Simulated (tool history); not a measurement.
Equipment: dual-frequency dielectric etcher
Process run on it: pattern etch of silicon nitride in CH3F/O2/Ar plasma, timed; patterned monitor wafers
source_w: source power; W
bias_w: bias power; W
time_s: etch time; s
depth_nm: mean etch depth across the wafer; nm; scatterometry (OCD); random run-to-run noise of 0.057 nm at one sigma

run	hour	source_w	bias_w	time_s	depth_nm
1	0	470	89	24.5	20.783
2	3.2	490	89	24.5	21.107
3	11.5	510	89	24.5	21.46
4	15.4	510	89	22.5	19.792
5	19.8	510	103	22.5	20.65
6	26.7	540	104	22.5	21.327

Run 7 has not been measured yet. What should we expect?
7	27.5	560	104	22.5	?

Run 7 gave depth_nm 21.636 nm.
